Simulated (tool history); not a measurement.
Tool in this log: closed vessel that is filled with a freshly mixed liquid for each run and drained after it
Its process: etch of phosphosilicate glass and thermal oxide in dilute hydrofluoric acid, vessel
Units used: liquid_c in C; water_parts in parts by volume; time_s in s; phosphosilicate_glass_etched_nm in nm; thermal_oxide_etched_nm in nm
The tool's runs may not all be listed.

run	hour	liquid_c	water_parts	time_s	phosphosilicate_glass_etched_nm	thermal_oxide_etched_nm
1	0	25	240	60	34.732	1.1117
2	1.1	23	240	60	32.278	1.0365
3	3.9	26	240	60	36.16	1.0746
4	8.9	26.5	210	60	43.183	1.3815
# hour 15.6: thermometer replaced
5	15.6	26.5	210	85	63.734	1.8853
6	22	27.5	205	85	67.6	2.1006

Forecast run 7:
7	25.7	28.5	200	85	?	?

Run 7 gave phosphosilicate_glass_etched_nm 72.567 nm, thermal_oxide_etched_nm 2.1673 nm.
